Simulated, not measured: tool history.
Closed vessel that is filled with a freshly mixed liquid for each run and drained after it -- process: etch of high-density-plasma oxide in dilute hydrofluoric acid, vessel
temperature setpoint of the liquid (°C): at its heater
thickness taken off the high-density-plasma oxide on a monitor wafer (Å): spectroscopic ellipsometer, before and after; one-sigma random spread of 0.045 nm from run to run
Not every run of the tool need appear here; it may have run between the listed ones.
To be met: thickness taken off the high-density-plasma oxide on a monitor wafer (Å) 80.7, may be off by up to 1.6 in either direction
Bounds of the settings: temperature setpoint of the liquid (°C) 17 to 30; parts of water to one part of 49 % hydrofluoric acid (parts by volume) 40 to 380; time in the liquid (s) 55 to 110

| run | hour | temperature setpoint of the liquid (°C) | parts of water to one part of 49 % hydrofluoric acid (parts by volume) | time in the liquid (s) | thickness taken off the high-density-plasma oxide on a monitor wafer (Å) |
|---|---|---|---|---|---|
| 1 | 0 | 22 | 210 | 110 | 38.524 |
| 2 | 1.4 | 22 | 210 | 55 | 19.586 |
| 3 | 4.8 | 23 | 185 | 60 | 25.585 |
| 4 | 14.2 | 22 | 165 | 65 | 30.791 |
| 5 | 15.4 | 21.5 | 150 | 70 | 36.119 |
|  | 23.1 | hydrofluoric acid flow meter replaced |
| 6 | 23.1 | 21.5 | 115 | 70 | 52.475 |
| 7 | 28.2 | 21 | 110 | 70 | 54.138 |
| 8 | 31 | 20.5 | 105 | 70 | 56.212 |
| 9 | 32.7 | 20 | 100 | 70 | 58.142 |
| 10 | 36.8 | 19.5 | 95 | 70 | 60.198 |

Which single option among these 4 for the next run brings every result within its allowed miss of target? Just one does.
| A | 40.9 | 17 | 105 | 110 | ? |
| B | 40.9 | 17 | 100 | 110 | ? |
| C | 40.9 | 18.5 | 110 | 110 | ? |
| D | 40.9 | 21 | 125 | 55 | ? |

| move | thickness taken off the high-density-plasma oxide on a monitor wafer (Å) |
|---|---|
| A | 76.316 |
| B | 80.548 |
| C | 77.147 |
| D | 36.976 |
A: nearer than the last run, and not there yet
B: every result lands within tolerance
C: nearer than the last run, and not there yet
D: the biggest miss grows against the last run
Answer: B

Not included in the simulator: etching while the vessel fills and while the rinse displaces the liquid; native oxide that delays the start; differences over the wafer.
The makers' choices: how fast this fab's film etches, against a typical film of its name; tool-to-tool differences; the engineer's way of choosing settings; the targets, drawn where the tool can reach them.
